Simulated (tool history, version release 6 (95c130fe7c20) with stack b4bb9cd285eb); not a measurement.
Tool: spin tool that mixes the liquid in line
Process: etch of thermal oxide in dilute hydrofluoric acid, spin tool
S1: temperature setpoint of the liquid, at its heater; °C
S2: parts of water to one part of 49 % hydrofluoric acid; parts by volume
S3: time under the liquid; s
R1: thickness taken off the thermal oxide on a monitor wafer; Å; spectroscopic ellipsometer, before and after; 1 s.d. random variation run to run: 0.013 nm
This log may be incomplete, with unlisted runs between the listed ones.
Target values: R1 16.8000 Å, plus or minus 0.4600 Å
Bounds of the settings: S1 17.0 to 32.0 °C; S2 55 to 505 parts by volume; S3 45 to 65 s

| run | hour | S1 | S2 | S3 | R1 |
|---|---|---|---|---|---|
| 1 | 0.0 | 24.0 | 280 | 65 | 8.9341 |
| 2 | 6.4 | 24.0 | 340 | 65 | 7.0689 |
| 3 | 13.3 | 25.0 | 320 | 65 | 7.9572 |
| 4 | 14.0 | 25.0 | 320 | 65 | 7.8946 |
| 5 | 21.1 | 25.0 | 320 | 65 | 7.8814 |
|  | 27.4 | thermometer replaced |
| 6 | 27.4 | 26.0 | 320 | 65 | 8.7177 |
| 7 | 32.8 | 27.0 | 310 | 65 | 9.4115 |
| 8 | 37.5 | 27.5 | 300 | 65 | 9.8807 |
| 9 | 40.2 | 31.5 | 190 | 65 | 20.1390 |
| 10 | 46.3 | 31.0 | 190 | 65 | 20.1440 |
| 11 | 52.3 | 30.5 | 190 | 65 | 19.8680 |
| 12 | 55.8 | 30.0 | 190 | 65 | 19.1410 |
| 13 | 64.6 | 29.5 | 190 | 65 | 19.4670 |
| 14 | 65.9 | 29.0 | 190 | 65 | 18.8240 |
| 15 | 72.3 | 28.5 | 190 | 65 | 18.4330 |
| 16 | 74.2 | 28.0 | 190 | 65 | 18.0080 |
| 17 | 75.0 | 27.0 | 190 | 65 | 17.3870 |

5 candidate next runs follow, results not yet known. Just one meets every target within its allowed miss. Identify it.
| A | 75.8 | 28.0 | 200 | 65 | ? |
| B | 75.8 | 27.0 | 180 | 65 | ? |
| C | 75.8 | 28.0 | 195 | 65 | ? |
| D | 75.8 | 26.0 | 130 | 45 | ? |
| E | 75.8 | 26.5 | 185 | 65 | ? |

| move | R1 |
|---|---|
| A | 17.2210 |
| B | 18.9010 |
| C | 17.7670 |
| D | 18.5400 |
| E | 17.9540 |
A: meets every target
B: the biggest miss grows against the last run
C: the biggest miss grows against the last run
D: the biggest miss grows against the last run
E: the biggest miss grows against the last run
A is the move that brings every result within its allowed miss.
